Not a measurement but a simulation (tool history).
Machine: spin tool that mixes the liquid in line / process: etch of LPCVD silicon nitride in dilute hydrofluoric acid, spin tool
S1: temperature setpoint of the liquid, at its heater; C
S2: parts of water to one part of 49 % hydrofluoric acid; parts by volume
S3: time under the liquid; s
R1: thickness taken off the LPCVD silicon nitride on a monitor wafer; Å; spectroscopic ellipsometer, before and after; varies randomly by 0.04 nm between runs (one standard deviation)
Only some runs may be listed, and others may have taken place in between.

| run | day | S1 | S2 | S3 | R1 |
|---|---|---|---|---|---|
| 1 | 0 | 24 | 45 | 85 | 10.203 |
| 2 | 0.171 | 24 | 30 | 85 | 14.794 |
| 3 | 0.521 | 24 | 40 | 85 | 11.324 |
| 4 | 0.638 | 26 | 40 | 85 | 12.565 |
| 5 | 0.704 | 27.5 | 35 | 85 | 16.286 |
| 6 | 1.004 | 28.5 | 35 | 85 | 17.437 |

Predict the results of run 7:
| 7 | 1.033 | 29.5 | 35 | 85 | ? |

For run 7 the tool returned R1 19.205 Å.

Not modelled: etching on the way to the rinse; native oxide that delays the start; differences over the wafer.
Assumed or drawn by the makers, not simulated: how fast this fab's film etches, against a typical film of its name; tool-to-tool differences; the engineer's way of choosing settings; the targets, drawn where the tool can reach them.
